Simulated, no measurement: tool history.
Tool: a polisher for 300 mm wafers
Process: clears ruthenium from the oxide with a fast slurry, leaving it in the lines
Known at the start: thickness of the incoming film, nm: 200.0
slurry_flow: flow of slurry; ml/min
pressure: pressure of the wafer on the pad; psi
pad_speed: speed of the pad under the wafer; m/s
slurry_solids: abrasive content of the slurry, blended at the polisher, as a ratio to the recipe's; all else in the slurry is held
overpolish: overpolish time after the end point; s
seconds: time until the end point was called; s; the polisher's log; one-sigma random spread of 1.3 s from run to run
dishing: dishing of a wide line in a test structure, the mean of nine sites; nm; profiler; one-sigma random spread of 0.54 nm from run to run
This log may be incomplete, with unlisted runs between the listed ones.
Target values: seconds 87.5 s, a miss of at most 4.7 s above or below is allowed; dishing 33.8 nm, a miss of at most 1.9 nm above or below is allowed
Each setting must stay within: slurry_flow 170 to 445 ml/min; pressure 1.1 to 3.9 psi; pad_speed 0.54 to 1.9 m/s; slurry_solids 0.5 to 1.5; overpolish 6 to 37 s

{"run": 1, "hour": 0.0, "slurry_flow": 285, "pressure": 2.5, "pad_speed": 1.22, "slurry_solids": 1, "overpolish": 19, "seconds": 45.959, "dishing": 59.232}
{"run": 2, "hour": 1.2, "slurry_flow": 285, "pressure": 2.2, "pad_speed": 1.22, "slurry_solids": 1, "overpolish": 19, "seconds": 49.874, "dishing": 55.722}
{"run": 3, "hour": 5.7, "slurry_flow": 285, "pressure": 2, "pad_speed": 1.16, "slurry_solids": 1, "overpolish": 18, "seconds": 54.901, "dishing": 47.566}
{"run": 4, "hour": 8.3, "slurry_flow": 285, "pressure": 2, "pad_speed": 1.16, "slurry_solids": 1, "overpolish": 14, "seconds": 56.608, "dishing": 38.991}
{"run": 5, "hour": 13.2, "slurry_flow": 285, "pressure": 1.8, "pad_speed": 1.12, "slurry_solids": 1, "overpolish": 15, "seconds": 61.388, "dishing": 37.224}
{"run": 6, "hour": 14.3, "slurry_flow": 285, "pressure": 1.6, "pad_speed": 1.08, "slurry_solids": 1, "overpolish": 16, "seconds": 71.873, "dishing": 36.414}
{"run": 7, "hour": 22.0, "slurry_flow": 285, "pressure": 1.5, "pad_speed": 1.08, "slurry_solids": 1, "overpolish": 16, "seconds": 74.988, "dishing": 33.678}
{"run": 8, "hour": 26.0, "slurry_flow": 285, "pressure": 1.4, "pad_speed": 1.08, "slurry_solids": 1, "overpolish": 17, "seconds": 79.223, "dishing": 34.337}

Exercise: of the 4 proposed moves below, exactly one satisfies all targets within the stated allowed misses. Which move is it?
{"run": "A", "hour": 30.0, "slurry_flow": 270, "pressure": 1.8, "pad_speed": 0.74, "slurry_solids": 0.85, "overpolish": 21, "seconds": "?", "dishing": "?"}
{"run": "B", "hour": 30.0, "slurry_flow": 205, "pressure": 1.4, "pad_speed": 0.96, "slurry_solids": 0.85, "overpolish": 20, "seconds": "?", "dishing": "?"}
{"run": "C", "hour": 30.0, "slurry_flow": 245, "pressure": 1.5, "pad_speed": 0.92, "slurry_solids": 1, "overpolish": 21, "seconds": "?", "dishing": "?"}
{"run": "D", "hour": 30.0, "slurry_flow": 305, "pressure": 1.7, "pad_speed": 0.86, "slurry_solids": 0.9, "overpolish": 18, "seconds": "?", "dishing": "?"}

move=A seconds=103.25 dishing=33.422
move=B seconds=99.503 dishing=33.094
move=C seconds=90.354 dishing=37.324
move=D seconds=89.921 dishing=32.979
A: the result that was furthest off in the last run now lies on the other side of its target
B: the result that was furthest off in the last run now lies on the other side of its target
C: corrects the largest miss of the last run, while another result sits out of spec
D: each result inside its tolerance
The move that meets every target is D.
